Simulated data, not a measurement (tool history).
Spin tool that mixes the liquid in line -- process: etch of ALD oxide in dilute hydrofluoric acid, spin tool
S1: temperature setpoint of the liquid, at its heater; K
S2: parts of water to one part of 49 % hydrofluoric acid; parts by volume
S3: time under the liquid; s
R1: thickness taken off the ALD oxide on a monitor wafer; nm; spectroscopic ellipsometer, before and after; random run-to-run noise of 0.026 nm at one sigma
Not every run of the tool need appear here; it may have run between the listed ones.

run  hour      S1   S2  S3      R1
  1     0  298.15  185  30  3.3312
  2   3.4  297.15  185  30   3.191
  3   7.3  296.15  185  30  3.0574
  4   9.1  296.15  185  25  2.5886
       11  -- hydrofluoric acid flow meter replaced
  5    11  296.15  155  25  3.4407
  6  12.5  298.65  155  25  3.8106
  7  21.5  297.15  155  25  3.5965
  8  28.2  295.65  155  25  3.3911
  9  29.8  294.65  155  25  3.2664
 10    34  294.65  155  25  3.2283
 11  36.9  293.65  155  25  3.1141
 12  38.3  292.65  155  25  2.9779

Expected results for the next run?
 13  47.2  292.15  155  25   ?

R1: 2.9646 nm
